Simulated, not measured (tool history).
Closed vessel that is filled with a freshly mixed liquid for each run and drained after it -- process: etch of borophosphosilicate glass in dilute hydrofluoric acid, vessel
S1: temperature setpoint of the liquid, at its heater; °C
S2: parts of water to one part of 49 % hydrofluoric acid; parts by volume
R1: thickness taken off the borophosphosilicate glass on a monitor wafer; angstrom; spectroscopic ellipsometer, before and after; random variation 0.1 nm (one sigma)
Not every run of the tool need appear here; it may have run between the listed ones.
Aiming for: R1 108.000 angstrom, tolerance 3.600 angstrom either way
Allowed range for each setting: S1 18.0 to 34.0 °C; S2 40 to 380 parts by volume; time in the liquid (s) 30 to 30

Run 1, day 0.000: S1 26.0 °C, S2 210 parts by volume, time in the liquid (s) 30. Result: R1 85.576 angstrom.
Run 2, day 0.262: S1 24.5 °C, S2 210 parts by volume, time in the liquid (s) 30. Result: R1 79.424 angstrom.
Run 3, day 0.458: S1 26.5 °C, S2 210 parts by volume, time in the liquid (s) 30. Result: R1 87.597 angstrom.
Run 4, day 0.721: S1 23.0 °C, S2 210 parts by volume, time in the liquid (s) 30. Result: R1 76.649 angstrom.
Run 5, day 0.925: S1 19.5 °C, S2 210 parts by volume, time in the liquid (s) 30. Result: R1 66.849 angstrom.
Run 6, day 1.296: S1 18.0 °C, S2 210 parts by volume, time in the liquid (s) 30. Result: R1 63.102 angstrom.
Run 7, day 1.504: S1 22.0 °C, S2 195 parts by volume, time in the liquid (s) 30. Result: R1 80.062 angstrom.
Run 8, day 1.812: S1 26.0 °C, S2 185 parts by volume, time in the liquid (s) 30. Result: R1 100.170 angstrom.
Run 9, day 2.062: S1 26.5 °C, S2 185 parts by volume, time in the liquid (s) 30. Result: R1 100.570 angstrom.
Run 10, day 2.217: S1 27.0 °C, S2 185 parts by volume, time in the liquid (s) 30. Result: R1 102.560 angstrom.

4 next moves are on the table. One of them brings every result within its allowed miss. Which?
Run A, day 2.371: S1 27.5 °C, S2 190 parts by volume, time in the liquid (s) 30. Result: R1 ?.
Run B, day 2.371: S1 27.5 °C, S2 170 parts by volume, time in the liquid (s) 30. Result: R1 ?.
Run C, day 2.371: S1 31.0 °C, S2 185 parts by volume, time in the liquid (s) 30. Result: R1 ?.
Run D, day 2.371: S1 30.0 °C, S2 195 parts by volume, time in the liquid (s) 30. Result: R1 ?.

move       R1
   A  102.150
   B  116.920
   C  119.390
   D  108.050
A: the biggest miss grows against the last run
B: pushes the last run's worst result past its target
C: pushes the last run's worst result past its target
D: all results land within tolerance of their targets
D is the move that brings every result within its allowed miss.
